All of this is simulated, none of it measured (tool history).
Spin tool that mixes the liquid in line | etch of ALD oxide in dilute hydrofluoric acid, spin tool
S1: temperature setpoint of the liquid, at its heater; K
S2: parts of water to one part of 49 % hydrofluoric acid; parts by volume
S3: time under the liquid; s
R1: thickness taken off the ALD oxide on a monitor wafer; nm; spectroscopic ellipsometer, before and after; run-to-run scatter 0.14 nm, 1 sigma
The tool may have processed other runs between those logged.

{"run": 1, "day": 0.0, "S1": 296.15, "S2": 200, "S3": 315, "R1": 24.754}
{"run": 2, "day": 0.321, "S1": 298.15, "S2": 190, "S3": 315, "R1": 28.453}
{"run": 3, "day": 0.579, "S1": 298.15, "S2": 255, "S3": 315, "R1": 19.64}
{"run": 4, "day": 0.621, "S1": 298.15, "S2": 225, "S3": 315, "R1": 23.072}
{"run": 5, "day": 0.771, "S1": 298.15, "S2": 225, "S3": 335, "R1": 24.47}
{"run": 6, "day": 1.092, "S1": 299.65, "S2": 210, "S3": 335, "R1": 28.221}

Forecast run 7:
{"run": 7, "day": 1.15, "S1": 300.65, "S2": 200, "S3": 335, "R1": "?"}

{"run 7": {"R1": 31.128}}

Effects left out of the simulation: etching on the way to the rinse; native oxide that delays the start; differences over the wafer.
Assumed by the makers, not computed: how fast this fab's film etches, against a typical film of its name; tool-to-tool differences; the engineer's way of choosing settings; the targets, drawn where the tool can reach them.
